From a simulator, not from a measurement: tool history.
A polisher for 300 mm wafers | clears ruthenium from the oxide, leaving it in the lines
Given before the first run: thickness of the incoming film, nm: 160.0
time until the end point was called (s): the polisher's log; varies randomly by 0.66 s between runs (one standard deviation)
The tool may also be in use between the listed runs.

run,hour,flow of slurry (ml/min),pressure of the wafer on the pad (psi),speed of the pad under the wafer (m/s),overpolish time after the end point (s),time until the end point was called (s)
1,0,155,2.6,1.16,21,99.954
2,5.1,155,2.6,1.16,21,99.206
3,7.1,155,2.6,0.9,21,124.39
4,9.3,155,2.6,0.9,21,129.96
5,15.8,155,2.6,0.9,21,127.01
6,18.8,155,2,0.9,21,150.84
7,20.4,160,2.6,1,21,114.06
8,25.8,170,3,1.06,21,98.336
9,30.4,170,3.3,1.14,21,84.935
10,35.8,170,3.5,1.2,21,76.434
11,43.4,170,3.6,1.24,21,75.45

What will run 12 give?
12,51.8,175,3.7,1.3,21,?

time until the end point was called (s): 68.496
